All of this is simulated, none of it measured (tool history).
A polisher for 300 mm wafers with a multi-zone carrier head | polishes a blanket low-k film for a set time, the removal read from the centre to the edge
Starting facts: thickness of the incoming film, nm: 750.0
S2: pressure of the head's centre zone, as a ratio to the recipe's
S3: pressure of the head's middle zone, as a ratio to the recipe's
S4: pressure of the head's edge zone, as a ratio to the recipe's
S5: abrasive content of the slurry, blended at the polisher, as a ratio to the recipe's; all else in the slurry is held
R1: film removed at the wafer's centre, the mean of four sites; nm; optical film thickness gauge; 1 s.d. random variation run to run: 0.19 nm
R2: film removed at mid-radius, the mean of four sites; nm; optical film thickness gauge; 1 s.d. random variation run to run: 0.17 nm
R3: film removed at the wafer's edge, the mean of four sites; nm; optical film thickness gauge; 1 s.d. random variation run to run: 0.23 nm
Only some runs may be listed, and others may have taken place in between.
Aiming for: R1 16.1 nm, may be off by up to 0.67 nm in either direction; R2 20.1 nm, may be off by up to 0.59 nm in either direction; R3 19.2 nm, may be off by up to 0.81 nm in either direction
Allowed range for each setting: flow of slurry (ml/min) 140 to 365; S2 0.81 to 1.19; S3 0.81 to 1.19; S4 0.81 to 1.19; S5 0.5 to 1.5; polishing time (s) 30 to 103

run 1 hour=0 | flow_of_slurry_(ml/min)=235 S2=1 S3=1 S4=1 S5=1 polishing_time_(s)=66 | R1=21.515 R2=20.754 R3=21.804
run 2 hour=1.2 | flow_of_slurry_(ml/min)=230 S2=0.97 S3=1.01 S4=0.99 S5=1 polishing_time_(s)=66 | R1=21.328 R2=20.92 R3=21.921
run 3 hour=9.7 | flow_of_slurry_(ml/min)=260 S2=0.97 S3=1.01 S4=0.99 S5=1 polishing_time_(s)=66 | R1=21.343 R2=21.107 R3=21.926
run 4 hour=15.7 | flow_of_slurry_(ml/min)=260 S2=0.94 S3=1.03 S4=0.99 S5=0.95 polishing_time_(s)=66 | R1=20.213 R2=21.557 R3=22.045
run 5 hour=22.3 | flow_of_slurry_(ml/min)=260 S2=0.94 S3=1.11 S4=0.99 S5=0.95 polishing_time_(s)=66 | R1=20.347 R2=22.635 R3=21.696
run 6 hour=30.2 | flow_of_slurry_(ml/min)=260 S2=0.94 S3=1.16 S4=0.99 S5=0.95 polishing_time_(s)=66 | R1=20.752 R2=23.104 R3=22.219
run 7 hour=34.7 | flow_of_slurry_(ml/min)=260 S2=0.94 S3=1.16 S4=0.99 S5=0.95 polishing_time_(s)=66 | R1=20.597 R2=23.189 R3=21.49
run 8 hour=41.3 | flow_of_slurry_(ml/min)=255 S2=0.92 S3=1.15 S4=0.98 S5=0.9 polishing_time_(s)=66 | R1=19.373 R2=22.986 R3=21.309
-- hour=42.6 worn pad replaced by a new one
run 9 hour=42.6 | flow_of_slurry_(ml/min)=250 S2=0.91 S3=1.13 S4=0.97 S5=0.85 polishing_time_(s)=66 | R1=21.833 R2=25.421 R3=23.797
run 10 hour=50.6 | flow_of_slurry_(ml/min)=285 S2=0.93 S3=1.19 S4=1.07 S5=1.1 polishing_time_(s)=65 | R1=24.334 R2=29.042 R3=27.053
run 11 hour=57.5 | flow_of_slurry_(ml/min)=270 S2=0.91 S3=1.17 S4=1.04 S5=1.05 polishing_time_(s)=65 | R1=23.372 R2=27.669 R3=26.128
run 12 hour=65.7 | flow_of_slurry_(ml/min)=275 S2=0.9 S3=1.15 S4=1.01 S5=0.95 polishing_time_(s)=66 | R1=22.314 R2=26.809 R3=25.595
run 13 hour=70.9 | flow_of_slurry_(ml/min)=290 S2=0.9 S3=1.14 S4=0.98 S5=0.9 polishing_time_(s)=65 | R1=21.976 R2=25.602 R3=23.775

Which of these 4 next moves meets every target?
run A hour=76.1 | flow_of_slurry_(ml/min)=265 S2=0.89 S3=1.12 S4=1.11 S5=0.6 polishing_time_(s)=57 | R1=? R2=? R3=?
run B hour=76.1 | flow_of_slurry_(ml/min)=150 S2=0.85 S3=1.12 S4=0.93 S5=0.65 polishing_time_(s)=65 | R1=? R2=? R3=?
run C hour=76.1 | flow_of_slurry_(ml/min)=260 S2=0.91 S3=1.15 S4=0.93 S5=0.7 polishing_time_(s)=59 | R1=? R2=? R3=?
run D hour=76.1 | flow_of_slurry_(ml/min)=345 S2=0.81 S3=1.18 S4=0.91 S5=0.8 polishing_time_(s)=55 | R1=? R2=? R3=?

move=A R1=15.713 R2=18.693 R3=18.762
move=B R1=15.887 R2=20.032 R3=18.915
move=C R1=17.683 R2=21.047 R3=18.946
move=D R1=15.977 R2=21.81 R3=18.858
A: the result that was furthest off in the last run now lies on the other side of its target
B: every result within its allowed miss
C: an improvement on the last run, though not all results are within tolerance
D: an improvement on the last run, though not all results are within tolerance
Go with B: it meets all targets.
